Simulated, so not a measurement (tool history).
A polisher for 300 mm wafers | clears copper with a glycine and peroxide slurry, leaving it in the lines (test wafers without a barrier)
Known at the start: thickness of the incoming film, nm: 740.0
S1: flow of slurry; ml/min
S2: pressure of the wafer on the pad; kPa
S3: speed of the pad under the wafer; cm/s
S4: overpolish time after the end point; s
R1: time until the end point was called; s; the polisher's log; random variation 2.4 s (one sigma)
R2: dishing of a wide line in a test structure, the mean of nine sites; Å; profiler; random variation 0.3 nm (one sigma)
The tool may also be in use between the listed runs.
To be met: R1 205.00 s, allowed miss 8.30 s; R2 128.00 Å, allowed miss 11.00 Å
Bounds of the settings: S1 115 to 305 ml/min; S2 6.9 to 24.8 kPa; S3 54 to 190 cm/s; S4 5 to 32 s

run	hour	S1	S2	S3	S4	R1	R2
1	0.0	195	15.9	122	16	145.88	483.40
2	2.0	185	14.5	124	14	153.86	404.90
3	8.8	185	14.5	98	14	180.52	363.89
4	17.3	185	14.5	98	17	179.28	411.82
5	19.1	170	13.1	104	15	186.67	367.28
6	21.7	190	11.7	106	13	196.68	319.85
7	23.9	175	11.0	110	11	200.33	280.33
8	25.1	165	10.3	114	10	201.87	242.08
9	25.8	155	9.7	118	9	203.95	216.93
10	33.0	145	9.0	122	8	215.67	182.48
11	35.4	140	8.3	128	7	217.33	165.89
12	43.2	135	8.3	134	7	210.76	171.67
13	51.9	130	8.3	138	7	205.56	170.86
14	59.6	130	8.3	138	7	208.50	176.03
15	67.2	125	8.3	140	7	206.66	176.70
16	69.4	115	6.9	150	5	216.13	120.54

Which of these 4 next moves meets every target?
A	71.6	140	9.7	110	6	?	?
B	71.6	115	6.9	168	5	?	?
C	71.6	120	8.3	144	6	?	?
D	71.6	120	8.3	140	7	?	?

move	R1	R2
A	219.53	141.64
B	202.32	127.91
C	203.59	151.13
D	207.45	171.14
A: further off than the last run
B: meets every target
C: brings the result that was furthest off to its target, and leaves another outside
D: brings the result that was furthest off to its target, and leaves another outside
Move B is the one to make.
